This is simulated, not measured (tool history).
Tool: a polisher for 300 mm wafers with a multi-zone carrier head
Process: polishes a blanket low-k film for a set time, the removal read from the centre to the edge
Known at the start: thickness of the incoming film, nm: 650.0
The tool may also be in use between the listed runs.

| run | day | flow of slurry (ml/min) | pressure of the head's centre zone | pressure of the head's middle zone | pressure of the head's edge zone | abrasive content of the slurry | polishing time (s) | film removed at the wafer's centre (nm) | film removed at mid-radius (nm) | film removed at the wafer's edge (nm) |
|---|---|---|---|---|---|---|---|---|---|---|
| 1 | 0 | 310 | 1 | 1 | 1 | 1 | 35 | 14.47 | 14.602 | 14.523 |
| 2 | 0.125 | 310 | 1 | 1 | 0.95 | 1 | 35 | 14.404 | 14.489 | 13.92 |
| 3 | 0.221 | 305 | 0.97 | 0.99 | 0.93 | 0.95 | 35 | 13.725 | 14.29 | 13.604 |
| 4 | 0.246 | 305 | 0.97 | 0.9 | 0.93 | 0.95 | 35 | 13.516 | 13.234 | 13.622 |
| 5 | 0.429 | 305 | 0.97 | 0.9 | 0.93 | 0.8 | 35 | 12.804 | 12.566 | 12.752 |
| 6 | 0.608 | 295 | 0.95 | 0.9 | 0.91 | 0.8 | 35 | 12.482 | 12.591 | 12.456 |

Run 7 comes next. What will it give?
| 7 | 0.721 | 285 | 0.93 | 0.9 | 0.9 | 0.8 | 35 | ? | ? | ? |

film removed at the wafer's centre (nm): 12.271
film removed at mid-radius (nm): 12.394
film removed at the wafer's edge (nm): 12.619
